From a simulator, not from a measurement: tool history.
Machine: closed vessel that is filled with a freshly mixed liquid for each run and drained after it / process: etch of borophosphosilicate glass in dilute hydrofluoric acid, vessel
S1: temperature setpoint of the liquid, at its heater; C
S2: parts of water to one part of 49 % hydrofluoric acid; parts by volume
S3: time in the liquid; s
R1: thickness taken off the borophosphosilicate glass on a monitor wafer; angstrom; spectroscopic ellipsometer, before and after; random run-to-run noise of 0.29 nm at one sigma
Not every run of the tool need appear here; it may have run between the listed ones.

run,hour,S1,S2,S3,R1
1,0.0,23.0,50,110,638.48
2,5.1,21.5,50,110,590.01
3,11.2,21.5,40,110,752.32
4,18.7,21.5,40,110,748.65
5,21.3,19.5,40,110,691.25
6,29.4,21.0,40,110,738.51
7,38.6,20.0,45,110,622.38
8,44.3,19.5,50,110,546.12
9,52.4,19.0,50,110,534.97
10,59.0,18.5,50,110,522.88
11,60.9,18.5,50,110,525.74

What will run 12 give?
12,69.3,18.0,50,110,?

R1: 512.45 angstrom

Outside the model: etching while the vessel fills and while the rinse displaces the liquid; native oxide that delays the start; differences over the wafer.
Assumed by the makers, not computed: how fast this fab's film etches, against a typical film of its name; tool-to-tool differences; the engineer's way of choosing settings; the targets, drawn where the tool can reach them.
